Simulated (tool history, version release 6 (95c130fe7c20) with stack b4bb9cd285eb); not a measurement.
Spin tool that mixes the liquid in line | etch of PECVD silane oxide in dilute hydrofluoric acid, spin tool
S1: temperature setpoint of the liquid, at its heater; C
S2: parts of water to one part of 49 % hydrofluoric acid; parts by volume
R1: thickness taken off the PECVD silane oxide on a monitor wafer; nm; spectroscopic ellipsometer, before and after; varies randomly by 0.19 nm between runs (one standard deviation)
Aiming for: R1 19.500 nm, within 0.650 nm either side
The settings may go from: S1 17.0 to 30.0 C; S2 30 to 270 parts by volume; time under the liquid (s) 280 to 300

run 1 hour=0.0 | S1=22.0 S2=150 time_under_the_liquid_(s)=280 | R1=23.576
run 2 hour=1.6 | S1=20.5 S2=150 time_under_the_liquid_(s)=280 | R1=22.252
run 3 hour=5.6 | S1=19.5 S2=150 time_under_the_liquid_(s)=280 | R1=21.455
run 4 hour=8.3 | S1=19.0 S2=150 time_under_the_liquid_(s)=280 | R1=21.158
-- hour=14.7 thermometer replaced
run 5 hour=14.7 | S1=19.0 S2=150 time_under_the_liquid_(s)=280 | R1=22.723
run 6 hour=15.7 | S1=19.0 S2=180 time_under_the_liquid_(s)=280 | R1=18.386
run 7 hour=21.9 | S1=19.0 S2=180 time_under_the_liquid_(s)=280 | R1=18.048
run 8 hour=30.2 | S1=19.0 S2=180 time_under_the_liquid_(s)=280 | R1=18.316
run 9 hour=38.8 | S1=19.5 S2=180 time_under_the_liquid_(s)=280 | R1=18.716

Exercise: of the 5 proposed moves below, exactly one satisfies all targets within the stated allowed misses. Which move is it?
run A hour=47.4 | S1=17.0 S2=185 time_under_the_liquid_(s)=290 | R1=?
run B hour=47.4 | S1=22.0 S2=200 time_under_the_liquid_(s)=300 | R1=?
run C hour=47.4 | S1=19.0 S2=185 time_under_the_liquid_(s)=290 | R1=?
run D hour=47.4 | S1=19.0 S2=190 time_under_the_liquid_(s)=285 | R1=?
run E hour=47.4 | S1=19.5 S2=195 time_under_the_liquid_(s)=290 | R1=?

move=A R1=16.789
move=B R1=19.239
move=C R1=18.179
move=D R1=17.311
move=E R1=17.417
A: the biggest miss grows against the last run
B: hits every target within its allowed miss
C: the biggest miss grows against the last run
D: the biggest miss grows against the last run
E: the biggest miss grows against the last run
Move B is the one to make.

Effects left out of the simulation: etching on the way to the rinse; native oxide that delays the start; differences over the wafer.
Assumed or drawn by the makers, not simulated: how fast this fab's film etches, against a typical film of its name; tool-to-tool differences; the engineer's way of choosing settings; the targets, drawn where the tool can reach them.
